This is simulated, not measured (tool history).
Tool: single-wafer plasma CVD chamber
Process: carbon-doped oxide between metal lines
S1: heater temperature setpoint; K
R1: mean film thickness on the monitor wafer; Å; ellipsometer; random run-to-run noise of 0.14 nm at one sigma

{"run": 1, "day": 0.0, "S1": 598.15, "chamber pressure (Torr)": 6.43, "RF power (W)": 390, "deposition time (s)": 9.2, "R1": 456.7}
{"run": 2, "day": 0.067, "S1": 598.15, "chamber pressure (Torr)": 5.66, "RF power (W)": 390, "deposition time (s)": 9.2, "R1": 450.34}
{"run": 3, "day": 0.196, "S1": 603.15, "chamber pressure (Torr)": 5.33, "RF power (W)": 375, "deposition time (s)": 9.2, "R1": 426.17}
{"run": 4, "day": 0.492, "S1": 607.15, "chamber pressure (Torr)": 5.06, "RF power (W)": 365, "deposition time (s)": 9.2, "R1": 406.87}
{"run": 5, "day": 0.725, "S1": 610.15, "chamber pressure (Torr)": 4.92, "RF power (W)": 365, "deposition time (s)": 9.2, "R1": 398.91}
{"run": 6, "day": 0.992, "S1": 612.15, "chamber pressure (Torr)": 4.84, "RF power (W)": 365, "deposition time (s)": 9.2, "R1": 398.42}
{"run": 7, "day": 1.042, "S1": 617.15, "chamber pressure (Torr)": 4.58, "RF power (W)": 345, "deposition time (s)": 9.2, "R1": 372.94}

Run 8 is up next; what results do you expect?
{"day": 1.321, "done": "RF generator calibrated"}
{"run": 8, "day": 1.321, "S1": 613.15, "chamber pressure (Torr)": 4.77, "RF power (W)": 350, "deposition time (s)": 9.2, "R1": "?"}

Run 8 yielded R1 404.44 Å.
